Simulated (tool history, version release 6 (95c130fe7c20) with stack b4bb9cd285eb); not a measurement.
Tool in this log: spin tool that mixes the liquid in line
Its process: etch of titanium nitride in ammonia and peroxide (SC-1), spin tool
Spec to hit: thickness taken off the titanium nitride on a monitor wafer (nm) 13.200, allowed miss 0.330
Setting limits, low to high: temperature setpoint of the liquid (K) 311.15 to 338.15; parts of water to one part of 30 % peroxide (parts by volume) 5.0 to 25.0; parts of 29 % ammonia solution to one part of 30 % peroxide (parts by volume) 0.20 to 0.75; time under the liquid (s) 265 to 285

run	hour	temperature setpoint of the liquid (K)	parts of water to one part of 30 % peroxide (parts by volume)	parts of 29 % ammonia solution to one part of 30 % peroxide (parts by volume)	time under the liquid (s)	thickness taken off the titanium nitride on a monitor wafer (nm)
1	0.0	322.15	14.0	0.45	265	11.505
2	5.3	328.15	14.0	0.45	265	17.249
3	5.9	327.65	14.0	0.45	265	16.868
4	8.7	327.65	14.0	0.60	265	17.692
5	13.0	327.65	14.0	0.50	265	16.960
6	21.9	327.65	10.0	0.50	265	20.499
7	29.9	326.65	10.0	0.50	265	19.270
8	32.9	320.15	10.0	0.50	265	12.116
9	34.6	320.65	10.0	0.50	265	12.539

Below are 5 possible settings for the next run. Only one of them brings all results inside the allowed miss of their targets. Which is it?
A	36.3	321.65	14.5	0.70	265	?
B	36.3	321.15	10.0	0.50	270	?
C	36.3	320.15	9.0	0.40	265	?
D	36.3	321.15	12.5	0.50	265	?
E	36.3	323.65	13.5	0.25	285	?

move	thickness taken off the titanium nitride on a monitor wafer (nm)
A	11.789
B	13.316
C	12.369
D	11.614
E	12.554
A: the biggest miss grows against the last run
B: each result inside its tolerance
C: the biggest miss grows against the last run
D: the biggest miss grows against the last run
E: about as far from the targets as the last run
So the answer is move B, the one that meets all the targets.
